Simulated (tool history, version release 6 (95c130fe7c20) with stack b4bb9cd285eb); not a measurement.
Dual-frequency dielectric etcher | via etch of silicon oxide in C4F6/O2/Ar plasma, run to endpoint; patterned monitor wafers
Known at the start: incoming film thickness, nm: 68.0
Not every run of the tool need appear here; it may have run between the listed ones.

run 1 hour=0.0 | bias_power_(W)=529 source_power_(W)=400 Ar_flow_(sccm)=407 | endpoint_time_(s)=15.710
run 2 hour=5.2 | bias_power_(W)=508 source_power_(W)=390 Ar_flow_(sccm)=408 | endpoint_time_(s)=16.202
run 3 hour=6.1 | bias_power_(W)=492 source_power_(W)=390 Ar_flow_(sccm)=409 | endpoint_time_(s)=16.243
run 4 hour=11.3 | bias_power_(W)=475 source_power_(W)=380 Ar_flow_(sccm)=410 | endpoint_time_(s)=16.633
run 5 hour=17.6 | bias_power_(W)=475 source_power_(W)=380 Ar_flow_(sccm)=435 | endpoint_time_(s)=16.723
run 6 hour=24.9 | bias_power_(W)=475 source_power_(W)=340 Ar_flow_(sccm)=435 | endpoint_time_(s)=17.402
run 7 hour=29.1 | bias_power_(W)=469 source_power_(W)=340 Ar_flow_(sccm)=435 | endpoint_time_(s)=17.338
run 8 hour=31.9 | bias_power_(W)=462 source_power_(W)=340 Ar_flow_(sccm)=436 | endpoint_time_(s)=17.526

Run 9, settings as shown, results not yet in. Your forecast:
run 9 hour=36.0 | bias_power_(W)=457 source_power_(W)=340 Ar_flow_(sccm)=436 | endpoint_time_(s)=?

endpoint time (s): 17.590
